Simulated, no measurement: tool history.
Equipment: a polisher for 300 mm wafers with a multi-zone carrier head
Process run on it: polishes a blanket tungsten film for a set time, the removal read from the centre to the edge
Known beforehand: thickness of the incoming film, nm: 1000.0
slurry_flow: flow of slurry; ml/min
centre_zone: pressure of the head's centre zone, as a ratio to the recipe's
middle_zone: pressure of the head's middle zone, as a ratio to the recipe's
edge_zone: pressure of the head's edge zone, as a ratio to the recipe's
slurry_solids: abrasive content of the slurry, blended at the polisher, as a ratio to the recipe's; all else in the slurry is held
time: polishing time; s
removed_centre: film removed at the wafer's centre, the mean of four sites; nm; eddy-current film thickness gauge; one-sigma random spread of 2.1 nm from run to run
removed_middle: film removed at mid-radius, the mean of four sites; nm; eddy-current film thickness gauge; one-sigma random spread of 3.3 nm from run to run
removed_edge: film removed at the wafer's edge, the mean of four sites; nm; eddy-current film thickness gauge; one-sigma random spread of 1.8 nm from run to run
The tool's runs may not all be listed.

run  hour  slurry_flow  centre_zone  middle_zone  edge_zone  slurry_solids  time  removed_centre  removed_middle  removed_edge
  1   0.0          215         1.00         1.00       1.00           1.00    53          320.68          311.20        335.61
  2   2.8          215         1.00         1.00       0.96           1.00    53          318.76          312.13        323.39
  3   5.2          210         0.98         1.01       0.93           0.90    50          291.17          282.19        287.25
  4   9.7          205         0.94         1.04       0.92           0.80    48          253.11          273.37        270.18
  5  14.2          205         0.94         1.04       0.99           0.80    48          251.02          276.55        279.62
  6  15.8          160         0.94         1.04       0.99           0.80    48          239.77          266.06        267.66
  7  19.3          155         0.93         1.05       0.96           0.75    47          228.89          253.56        254.36
  8  26.8          155         0.93         1.07       0.93           0.70    46          221.54          247.39        238.88
  9  33.3          150         0.92         1.08       0.91           0.65    46          209.50          246.14        231.04
 10  39.0          150         0.92         1.09       0.89           0.60    46          207.37          239.57        223.47
 11  40.9          150         0.92         1.09       0.89           0.60    46          208.02          236.10        224.72
 12  47.7          150         0.92         1.09       0.89           0.60    46          209.51          245.41        226.36
 13  52.8          150         0.92         1.09       0.88           0.60    46          204.45          238.06        225.36
 14  54.0          150         0.93         1.11       0.87           0.60    46          210.44          246.47        221.21

Predict the results of run 15:
 15  57.1          150         0.93         1.11       0.86           0.60    46               ?               ?             ?

removed_centre: 212.09 nm
removed_middle: 236.43 nm
removed_edge: 219.58 nm
